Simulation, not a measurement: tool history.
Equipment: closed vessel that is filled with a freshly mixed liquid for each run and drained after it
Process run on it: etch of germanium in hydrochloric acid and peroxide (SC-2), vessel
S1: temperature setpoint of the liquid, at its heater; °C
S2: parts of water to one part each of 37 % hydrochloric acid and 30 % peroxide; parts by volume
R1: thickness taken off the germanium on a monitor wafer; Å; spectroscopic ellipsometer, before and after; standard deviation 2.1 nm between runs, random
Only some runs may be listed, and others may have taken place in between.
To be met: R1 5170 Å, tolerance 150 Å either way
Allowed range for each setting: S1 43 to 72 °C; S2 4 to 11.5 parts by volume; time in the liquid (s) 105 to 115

run 1 hour=0 | S1=59 S2=6.5 time_in_the_liquid_(s)=105 | R1=3623.6
run 2 hour=4.7 | S1=61 S2=6.5 time_in_the_liquid_(s)=105 | R1=3835.3
run 3 hour=7 | S1=61 S2=5 time_in_the_liquid_(s)=105 | R1=3907.5
run 4 hour=8 | S1=62.5 S2=5 time_in_the_liquid_(s)=105 | R1=4080
run 5 hour=9.2 | S1=63.5 S2=5 time_in_the_liquid_(s)=105 | R1=4205.9
run 6 hour=17.6 | S1=64.5 S2=5 time_in_the_liquid_(s)=105 | R1=4308.7
run 7 hour=25.5 | S1=65.5 S2=5 time_in_the_liquid_(s)=105 | R1=4460.3
run 8 hour=28.6 | S1=66 S2=5 time_in_the_liquid_(s)=105 | R1=4526.2
run 9 hour=31.1 | S1=66.5 S2=5 time_in_the_liquid_(s)=105 | R1=4602.8
run 10 hour=33 | S1=67 S2=5 time_in_the_liquid_(s)=105 | R1=4662.3

Pick the move, out of 5, that brings all results within their allowed miss; only one does.
run A hour=34.9 | S1=69.5 S2=4.5 time_in_the_liquid_(s)=115 | R1=?
run B hour=34.9 | S1=70.5 S2=5 time_in_the_liquid_(s)=105 | R1=?
run C hour=34.9 | S1=70 S2=4 time_in_the_liquid_(s)=115 | R1=?
run D hour=34.9 | S1=61 S2=7 time_in_the_liquid_(s)=105 | R1=?
run E hour=34.9 | S1=66.5 S2=6 time_in_the_liquid_(s)=105 | R1=?

move=A R1=5469.9
move=B R1=5118.5
move=C R1=5565.4
move=D R1=3820.1
move=E R1=4527.6
A: carries the result that was furthest off beyond its target, to the other side
B: every result within its allowed miss
C: carries the result that was furthest off beyond its target, to the other side
D: misses by more than the last run did
E: misses by more than the last run did
Move B is the one to make.
